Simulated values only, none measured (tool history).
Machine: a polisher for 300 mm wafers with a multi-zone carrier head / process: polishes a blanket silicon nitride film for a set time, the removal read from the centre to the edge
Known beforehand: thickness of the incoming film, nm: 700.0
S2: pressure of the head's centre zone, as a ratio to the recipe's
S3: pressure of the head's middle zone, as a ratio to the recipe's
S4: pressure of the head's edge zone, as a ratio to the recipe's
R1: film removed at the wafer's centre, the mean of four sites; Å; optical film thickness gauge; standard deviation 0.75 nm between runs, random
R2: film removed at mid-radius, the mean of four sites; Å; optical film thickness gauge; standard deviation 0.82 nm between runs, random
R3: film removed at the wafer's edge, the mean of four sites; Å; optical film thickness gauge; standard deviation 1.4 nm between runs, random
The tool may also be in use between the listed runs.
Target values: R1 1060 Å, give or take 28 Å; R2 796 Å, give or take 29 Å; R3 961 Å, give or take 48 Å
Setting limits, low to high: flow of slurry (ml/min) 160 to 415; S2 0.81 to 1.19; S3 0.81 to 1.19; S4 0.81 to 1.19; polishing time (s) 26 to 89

{"run": 1, "hour": 0.0, "flow of slurry (ml/min)": 265, "S2": 1, "S3": 1, "S4": 1, "polishing time (s)": 57, "R1": 895.51, "R2": 866.48, "R3": 908.64}
{"run": 2, "hour": 8.1, "flow of slurry (ml/min)": 280, "S2": 1.04, "S3": 0.96, "S4": 1.02, "polishing time (s)": 57, "R1": 936.25, "R2": 834.79, "R3": 905.16}
{"run": 3, "hour": 9.2, "flow of slurry (ml/min)": 290, "S2": 1.07, "S3": 0.94, "S4": 1.05, "polishing time (s)": 58, "R1": 978.61, "R2": 871.61, "R3": 925.05}
{"run": 4, "hour": 11.2, "flow of slurry (ml/min)": 290, "S2": 1.07, "S3": 0.94, "S4": 1.05, "polishing time (s)": 67, "R1": 1120.8, "R2": 977.03, "R3": 1082.2}
{"run": 5, "hour": 17.2, "flow of slurry (ml/min)": 290, "S2": 1.07, "S3": 1.02, "S4": 1.05, "polishing time (s)": 67, "R1": 1118.5, "R2": 1041.2, "R3": 1113.2}
{"run": 6, "hour": 22.8, "flow of slurry (ml/min)": 260, "S2": 1.09, "S3": 0.95, "S4": 1.07, "polishing time (s)": 66, "R1": 1120.9, "R2": 963.19, "R3": 1060.3}
{"run": 7, "hour": 26.9, "flow of slurry (ml/min)": 230, "S2": 1.09, "S3": 0.91, "S4": 1.08, "polishing time (s)": 65, "R1": 1077.3, "R2": 900.68, "R3": 1013.2}
{"run": 8, "hour": 34.1, "flow of slurry (ml/min)": 210, "S2": 1.1, "S3": 0.88, "S4": 1.09, "polishing time (s)": 65, "R1": 1086, "R2": 871.56, "R3": 1034.4}
{"run": 9, "hour": 35.6, "flow of slurry (ml/min)": 210, "S2": 1.1, "S3": 0.86, "S4": 1.07, "polishing time (s)": 64, "R1": 1061.5, "R2": 851.69, "R3": 1005.7}

5 candidate next runs follow, results not yet known. Just one meets every target within its allowed miss. Identify it.
{"run": "A", "hour": 37.1, "flow of slurry (ml/min)": 330, "S2": 1.18, "S3": 1, "S4": 1.11, "polishing time (s)": 58, "R1": "?", "R2": "?", "R3": "?"}
{"run": "B", "hour": 37.1, "flow of slurry (ml/min)": 215, "S2": 1.04, "S3": 0.9, "S4": 1.05, "polishing time (s)": 68, "R1": "?", "R2": "?", "R3": "?"}
{"run": "C", "hour": 37.1, "flow of slurry (ml/min)": 225, "S2": 1.02, "S3": 0.81, "S4": 1.09, "polishing time (s)": 68, "R1": "?", "R2": "?", "R3": "?"}
{"run": "D", "hour": 37.1, "flow of slurry (ml/min)": 190, "S2": 1.08, "S3": 0.94, "S4": 1.02, "polishing time (s)": 67, "R1": "?", "R2": "?", "R3": "?"}
{"run": "E", "hour": 37.1, "flow of slurry (ml/min)": 205, "S2": 1.19, "S3": 0.88, "S4": 1.16, "polishing time (s)": 59, "R1": "?", "R2": "?", "R3": "?"}

move=A R1=1100.5 R2=883.11 R3=959.05
move=B R1=1083.2 R2=909.3 R3=1064.1
move=C R1=1067.7 R2=838.25 R3=1087.2
move=D R1=1090.4 R2=914.91 R3=1023.4
move=E R1=1069.5 R2=769.32 R3=961.41
A: misses by more than the last run did
B: misses by more than the last run did
C: misses by more than the last run did
D: misses by more than the last run did
E: in spec on every target
Move E is the one to make.
